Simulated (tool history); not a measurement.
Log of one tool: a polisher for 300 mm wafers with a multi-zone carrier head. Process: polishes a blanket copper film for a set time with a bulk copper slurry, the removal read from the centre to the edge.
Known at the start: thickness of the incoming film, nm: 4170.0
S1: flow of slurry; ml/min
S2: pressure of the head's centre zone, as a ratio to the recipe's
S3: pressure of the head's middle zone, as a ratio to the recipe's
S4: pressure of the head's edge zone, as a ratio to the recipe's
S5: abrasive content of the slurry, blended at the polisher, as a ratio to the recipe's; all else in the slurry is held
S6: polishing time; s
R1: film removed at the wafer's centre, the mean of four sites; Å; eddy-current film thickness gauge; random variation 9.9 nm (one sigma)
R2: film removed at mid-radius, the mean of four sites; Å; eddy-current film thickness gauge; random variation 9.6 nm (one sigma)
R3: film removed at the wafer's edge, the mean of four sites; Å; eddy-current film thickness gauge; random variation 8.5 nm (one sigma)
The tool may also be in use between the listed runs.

run	hour	S1	S2	S3	S4	S5	S6	R1	R2	R3
1	0.0	295	1.00	1.00	1.00	1.00	85	10742.0	9952.2	10242.0
2	3.9	295	1.00	1.00	1.00	1.15	85	10813.0	10581.0	10416.0
3	8.3	355	1.00	1.00	1.00	1.15	85	11226.0	10433.0	10503.0
4	11.9	355	1.00	1.04	1.00	1.15	85	11019.0	10978.0	10557.0
5	15.6	355	1.03	1.04	1.00	1.15	85	11334.0	10785.0	10481.0
6	18.0	355	1.03	1.04	1.00	1.25	85	11649.0	11369.0	10849.0
7	20.6	345	0.99	1.04	1.02	1.10	83	10700.0	10522.0	10278.0
8	24.1	320	0.95	1.04	1.04	1.00	80	9620.7	9802.2	9740.0
9	30.6	320	0.95	1.04	1.04	1.00	80	9692.3	9848.0	9505.3
# hour 31.3: centre zone pressure recalibrated
10	31.3	290	0.92	1.02	1.07	1.00	78	8577.3	9425.8	9622.3

The next listed run, before its measurement:
11	37.8	285	0.90	1.01	1.06	0.95	77	?	?	?

Run 11 gave R1 8039.8 Å, R2 9130.0 Å, R3 9430.1 Å.

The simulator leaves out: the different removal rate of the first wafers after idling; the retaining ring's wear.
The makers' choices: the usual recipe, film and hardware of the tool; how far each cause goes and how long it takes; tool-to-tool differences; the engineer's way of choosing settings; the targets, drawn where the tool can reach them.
